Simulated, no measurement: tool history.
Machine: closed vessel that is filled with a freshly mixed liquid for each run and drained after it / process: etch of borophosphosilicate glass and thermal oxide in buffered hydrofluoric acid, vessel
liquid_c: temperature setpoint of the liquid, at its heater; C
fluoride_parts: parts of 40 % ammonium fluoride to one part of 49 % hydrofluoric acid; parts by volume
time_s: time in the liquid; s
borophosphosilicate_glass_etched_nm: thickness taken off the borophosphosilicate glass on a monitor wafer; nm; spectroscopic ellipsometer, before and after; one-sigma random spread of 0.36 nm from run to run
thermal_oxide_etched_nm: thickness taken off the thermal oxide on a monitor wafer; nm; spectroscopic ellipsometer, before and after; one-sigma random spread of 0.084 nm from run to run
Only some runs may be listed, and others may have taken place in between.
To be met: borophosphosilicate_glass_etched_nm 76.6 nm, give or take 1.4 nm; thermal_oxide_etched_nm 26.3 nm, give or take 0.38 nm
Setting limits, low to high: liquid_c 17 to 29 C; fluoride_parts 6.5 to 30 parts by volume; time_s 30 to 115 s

run,hour,liquid_c,fluoride_parts,time_s,borophosphosilicate_glass_etched_nm,thermal_oxide_etched_nm
1,0,21,18.5,60,89.354,30.668
2,8.8,21,14,60,118.48,40.38
3,11,21,10.5,60,156.47,53.365
4,17.5,20,12,60,130.57,44.261
5,20.1,19.5,13,60,117.54,40.073
6,22.4,19,14,60,105.36,36.141
7,28,18.5,14.5,60,98.994,33.987
8,30.8,17,18.5,60,72.067,24.48
9,38.8,17.5,18.5,60,73.949,25.22

Of the 4 settings listed for the next run, only one would bring every result within its allowed miss of target. Which one?
A,46.8,20.5,20.5,55,?,?
B,46.8,22,21.5,55,?,?
C,46.8,23,22.5,50,?,?
D,46.8,22,21,50,?,?

move,borophosphosilicate_glass_etched_nm,thermal_oxide_etched_nm
A,73.019,24.895
B,76.743,26.192
C,71.412,24.389
D,70.912,24.2
A: its largest miss is bigger than the last run's
B: hits every target within its allowed miss
C: its largest miss is bigger than the last run's
D: its largest miss is bigger than the last run's
Answer: B
